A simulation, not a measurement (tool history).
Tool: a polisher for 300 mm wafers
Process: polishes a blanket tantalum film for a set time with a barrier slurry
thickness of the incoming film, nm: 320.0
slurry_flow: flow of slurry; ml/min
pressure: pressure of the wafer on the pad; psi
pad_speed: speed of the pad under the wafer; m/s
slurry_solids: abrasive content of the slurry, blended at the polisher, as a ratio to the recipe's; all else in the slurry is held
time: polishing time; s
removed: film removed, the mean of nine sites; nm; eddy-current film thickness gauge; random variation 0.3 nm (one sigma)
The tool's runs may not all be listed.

run 1 hour=0 | slurry_flow=290 pressure=1.7 pad_speed=0.92 slurry_solids=1 time=27 | removed=34.852
run 2 hour=1.3 | slurry_flow=290 pressure=1.7 pad_speed=1.12 slurry_solids=1 time=27 | removed=42.431
run 3 hour=5.5 | slurry_flow=255 pressure=1.7 pad_speed=1.12 slurry_solids=1 time=27 | removed=41.748
run 4 hour=11.7 | slurry_flow=255 pressure=1.5 pad_speed=1.12 slurry_solids=1 time=27 | removed=37.942
run 5 hour=20.7 | slurry_flow=295 pressure=1.5 pad_speed=1.12 slurry_solids=1 time=27 | removed=38.745
run 6 hour=25.2 | slurry_flow=295 pressure=1.5 pad_speed=1.02 slurry_solids=1 time=27 | removed=34.672
run 7 hour=29.7 | slurry_flow=295 pressure=1.4 pad_speed=1.02 slurry_solids=1 time=27 | removed=33.45
run 8 hour=31.3 | slurry_flow=290 pressure=1.3 pad_speed=1.02 slurry_solids=1 time=27 | removed=31.091
run 9 hour=39.3 | slurry_flow=285 pressure=1.3 pad_speed=1.02 slurry_solids=1 time=27 | removed=31.605
run 10 hour=43.8 | slurry_flow=285 pressure=1.3 pad_speed=1.02 slurry_solids=1 time=27 | removed=31.517

Forecast run 11:
run 11 hour=51.1 | slurry_flow=285 pressure=1.3 pad_speed=1.02 slurry_solids=1 time=27 | removed=?

{"run 11": {"removed": 31.845}}
